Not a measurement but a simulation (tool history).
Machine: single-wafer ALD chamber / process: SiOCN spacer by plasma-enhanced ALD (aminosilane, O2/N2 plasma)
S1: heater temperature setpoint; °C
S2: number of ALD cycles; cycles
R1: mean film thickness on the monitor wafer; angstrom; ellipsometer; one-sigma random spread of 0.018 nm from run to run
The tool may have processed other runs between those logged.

run	hour	S1	S2	R1
1	0.0	390	86	55.457
2	8.5	386	86	54.883
3	10.9	386	95	61.022
4	16.3	386	93	59.708
5	24.8	386	82	52.935
6	33.4	386	88	56.476
7	35.1	386	87	55.669

Run 8, settings as shown, results not yet in. Your forecast:
8	41.7	386	86	?

{"run 8": {"R1": 54.98}}

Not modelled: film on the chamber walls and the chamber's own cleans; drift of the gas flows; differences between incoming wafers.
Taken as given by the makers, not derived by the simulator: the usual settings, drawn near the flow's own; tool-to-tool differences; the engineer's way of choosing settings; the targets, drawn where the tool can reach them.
